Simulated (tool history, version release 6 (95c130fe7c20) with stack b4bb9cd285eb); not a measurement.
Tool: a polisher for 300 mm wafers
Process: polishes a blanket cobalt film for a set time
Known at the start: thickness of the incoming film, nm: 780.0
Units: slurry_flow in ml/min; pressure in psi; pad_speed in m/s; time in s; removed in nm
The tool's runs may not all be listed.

| run | hour | slurry_flow | pressure | pad_speed | time | removed |
|---|---|---|---|---|---|---|
| 1 | 0.0 | 205 | 1.6 | 1.10 | 38 | 195.97 |
| 2 | 6.1 | 210 | 1.8 | 1.10 | 38 | 222.37 |
| 3 | 11.5 | 215 | 1.9 | 1.10 | 38 | 237.03 |
| 4 | 20.3 | 215 | 1.7 | 1.10 | 38 | 210.64 |
| 5 | 21.7 | 220 | 1.9 | 1.10 | 38 | 237.22 |
| 6 | 30.2 | 220 | 1.9 | 1.10 | 34 | 210.48 |
| 7 | 32.7 | 230 | 2.4 | 1.12 | 34 | 266.34 |

Run 8 comes next. What will it give?
| 8 | 37.1 | 230 | 2.5 | 1.12 | 34 | ? |

removed: 282.20 nm
